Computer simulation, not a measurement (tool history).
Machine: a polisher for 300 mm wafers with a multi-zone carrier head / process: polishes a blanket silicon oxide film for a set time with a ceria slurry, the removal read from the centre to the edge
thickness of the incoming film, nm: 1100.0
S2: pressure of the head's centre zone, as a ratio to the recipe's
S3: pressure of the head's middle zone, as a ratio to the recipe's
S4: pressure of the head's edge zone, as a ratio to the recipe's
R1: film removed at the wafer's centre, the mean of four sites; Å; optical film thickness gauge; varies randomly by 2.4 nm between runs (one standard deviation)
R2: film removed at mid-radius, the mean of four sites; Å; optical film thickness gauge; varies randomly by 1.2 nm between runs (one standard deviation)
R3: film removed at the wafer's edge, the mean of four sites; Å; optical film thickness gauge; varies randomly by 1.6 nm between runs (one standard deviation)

{"run": 1, "hour": 0.0, "flow of slurry (ml/min)": 230, "S2": 1, "S3": 1, "S4": 1, "polishing time (s)": 35, "R1": 1814.6, "R2": 1770.6, "R3": 1828.1}
{"run": 2, "hour": 2.2, "flow of slurry (ml/min)": 230, "S2": 1, "S3": 1, "S4": 0.97, "polishing time (s)": 35, "R1": 1799.6, "R2": 1780.8, "R3": 1821.6}
{"run": 3, "hour": 3.5, "flow of slurry (ml/min)": 220, "S2": 1, "S3": 0.98, "S4": 0.95, "polishing time (s)": 34, "R1": 1723.1, "R2": 1702.9, "R3": 1731.8}
{"run": 4, "hour": 10.4, "flow of slurry (ml/min)": 220, "S2": 1, "S3": 1.05, "S4": 0.95, "polishing time (s)": 34, "R1": 1672.7, "R2": 1783.7, "R3": 1756.8}
{"run": 5, "hour": 19.0, "flow of slurry (ml/min)": 175, "S2": 1, "S3": 1.05, "S4": 0.95, "polishing time (s)": 34, "R1": 1720.6, "R2": 1728, "R3": 1711.1}
{"run": 6, "hour": 26.1, "flow of slurry (ml/min)": 170, "S2": 0.99, "S3": 1.03, "S4": 0.96, "polishing time (s)": 34, "R1": 1653.5, "R2": 1716.2, "R3": 1731.7}
{"run": 7, "hour": 34.1, "flow of slurry (ml/min)": 165, "S2": 0.99, "S3": 1.01, "S4": 0.96, "polishing time (s)": 34, "R1": 1655.2, "R2": 1690.1, "R3": 1729.8}
{"run": 8, "hour": 42.2, "flow of slurry (ml/min)": 165, "S2": 1, "S3": 0.99, "S4": 0.96, "polishing time (s)": 34, "R1": 1696.2, "R2": 1637.6, "R3": 1749.6}
{"run": 9, "hour": 44.4, "flow of slurry (ml/min)": 165, "S2": 1, "S3": 0.98, "S4": 0.95, "polishing time (s)": 34, "R1": 1719, "R2": 1637.9, "R3": 1733.5}
{"run": 10, "hour": 46.2, "flow of slurry (ml/min)": 165, "S2": 1, "S3": 0.98, "S4": 0.95, "polishing time (s)": 34, "R1": 1709.8, "R2": 1644.2, "R3": 1723.1}

Run 11 comes next. What will it give?
{"run": 11, "hour": 47.0, "flow of slurry (ml/min)": 165, "S2": 1, "S3": 0.97, "S4": 0.94, "polishing time (s)": 34, "R1": "?", "R2": "?", "R3": "?"}

Run 11 gave R1 1709 Å, R2 1618.1 Å, R3 1683 Å.
